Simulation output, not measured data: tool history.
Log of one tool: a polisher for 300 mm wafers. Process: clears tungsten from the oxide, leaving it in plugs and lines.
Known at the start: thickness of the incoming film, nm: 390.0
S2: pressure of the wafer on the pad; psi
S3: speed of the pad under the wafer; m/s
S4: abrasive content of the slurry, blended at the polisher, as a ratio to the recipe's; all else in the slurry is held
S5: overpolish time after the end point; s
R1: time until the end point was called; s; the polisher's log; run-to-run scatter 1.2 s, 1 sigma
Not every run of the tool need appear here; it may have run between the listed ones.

Run 1, hour 0.0: flow of slurry (ml/min) 295, S2 3.1 psi, S3 1.20 m/s, S4 1.00, S5 11 s. Result: R1 89.818 s.
Run 2, hour 5.2: flow of slurry (ml/min) 295, S2 3.1 psi, S3 1.20 m/s, S4 0.85, S5 11 s. Result: R1 94.308 s.
Run 3, hour 12.4: flow of slurry (ml/min) 365, S2 3.1 psi, S3 1.20 m/s, S4 0.85, S5 11 s. Result: R1 92.291 s.
Run 4, hour 17.7: flow of slurry (ml/min) 365, S2 3.0 psi, S3 1.20 m/s, S4 0.85, S5 11 s. Result: R1 94.856 s.
Run 5, hour 19.5: flow of slurry (ml/min) 365, S2 3.0 psi, S3 1.20 m/s, S4 0.85, S5 11 s. Result: R1 94.890 s.
Run 6, hour 27.6: flow of slurry (ml/min) 365, S2 2.7 psi, S3 1.20 m/s, S4 0.85, S5 11 s. Result: R1 104.370 s.
Run 7, hour 33.3: flow of slurry (ml/min) 365, S2 2.6 psi, S3 1.20 m/s, S4 0.85, S5 11 s. Result: R1 108.010 s.

What does the tool deliver on the next run?
Run 8, hour 41.4: flow of slurry (ml/min) 360, S2 1.9 psi, S3 1.20 m/s, S4 0.85, S5 11 s. Result: R1 ?.

R1: 145.970 s

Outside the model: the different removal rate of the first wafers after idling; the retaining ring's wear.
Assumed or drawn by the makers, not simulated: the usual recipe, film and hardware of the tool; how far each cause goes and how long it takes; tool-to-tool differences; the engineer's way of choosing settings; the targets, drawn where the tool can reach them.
